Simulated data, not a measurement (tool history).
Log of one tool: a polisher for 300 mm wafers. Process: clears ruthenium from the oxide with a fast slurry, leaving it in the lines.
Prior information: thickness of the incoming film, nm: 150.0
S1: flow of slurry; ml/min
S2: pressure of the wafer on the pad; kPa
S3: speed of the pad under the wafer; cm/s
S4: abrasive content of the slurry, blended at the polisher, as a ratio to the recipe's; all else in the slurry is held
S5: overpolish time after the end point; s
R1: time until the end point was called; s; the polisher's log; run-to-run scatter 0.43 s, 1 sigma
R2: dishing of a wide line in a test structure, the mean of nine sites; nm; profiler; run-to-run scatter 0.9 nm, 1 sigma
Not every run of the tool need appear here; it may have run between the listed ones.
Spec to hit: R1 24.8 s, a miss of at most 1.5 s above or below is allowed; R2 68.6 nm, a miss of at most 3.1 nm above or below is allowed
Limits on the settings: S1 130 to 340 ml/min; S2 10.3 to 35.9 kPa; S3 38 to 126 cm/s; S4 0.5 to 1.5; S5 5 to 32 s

{"run": 1, "hour": 0.0, "S1": 220, "S2": 22.8, "S3": 82, "S4": 1, "S5": 16, "R1": 36.107, "R2": 52.04}
{"run": 2, "hour": 8.6, "S1": 220, "S2": 22.8, "S3": 94, "S4": 1, "S5": 16, "R1": 33.671, "R2": 58.391}
{"run": 3, "hour": 12.2, "S1": 220, "S2": 22.8, "S3": 108, "S4": 1, "S5": 16, "R1": 30.277, "R2": 62.308}
{"run": 4, "hour": 17.4, "S1": 220, "S2": 22.8, "S3": 92, "S4": 1, "S5": 16, "R1": 32.202, "R2": 55.26}
{"run": 5, "hour": 21.5, "S1": 220, "S2": 24.1, "S3": 92, "S4": 1, "S5": 16, "R1": 31.434, "R2": 60.815}
{"run": 6, "hour": 24.1, "S1": 220, "S2": 24.1, "S3": 92, "S4": 0.9, "S5": 16, "R1": 32.381, "R2": 57.49}
{"hour": 29.9, "done": "worn pad replaced by a new one"}
{"run": 7, "hour": 29.9, "S1": 220, "S2": 25.5, "S3": 92, "S4": 0.9, "S5": 16, "R1": 29.139, "R2": 64.272}
{"run": 8, "hour": 37.8, "S1": 225, "S2": 29, "S3": 92, "S4": 0.9, "S5": 14, "R1": 24.812, "R2": 64.436}

Which one of the following 4 next-run settings gets every result inside its allowed miss? There is exactly one.
{"run": "A", "hour": 45.7, "S1": 220, "S2": 28.3, "S3": 88, "S4": 0.95, "S5": 14, "R1": "?", "R2": "?"}
{"run": "B", "hour": 45.7, "S1": 275, "S2": 31.7, "S3": 68, "S4": 0.9, "S5": 17, "R1": "?", "R2": "?"}
{"run": "C", "hour": 45.7, "S1": 270, "S2": 28.3, "S3": 88, "S4": 0.95, "S5": 13, "R1": "?", "R2": "?"}
{"run": "D", "hour": 45.7, "S1": 225, "S2": 28.3, "S3": 96, "S4": 0.95, "S5": 15, "R1": "?", "R2": "?"}

move=A R1=27.039 R2=61.051
move=B R1=28.895 R2=67.829
move=C R1=26.397 R2=58.543
move=D R1=25.259 R2=68.346
A: lands further from the targets than the last run did
B: the furthest-off result lands on target, but another misses its tolerance
C: lands further from the targets than the last run did
D: all results in spec
The right move is D.
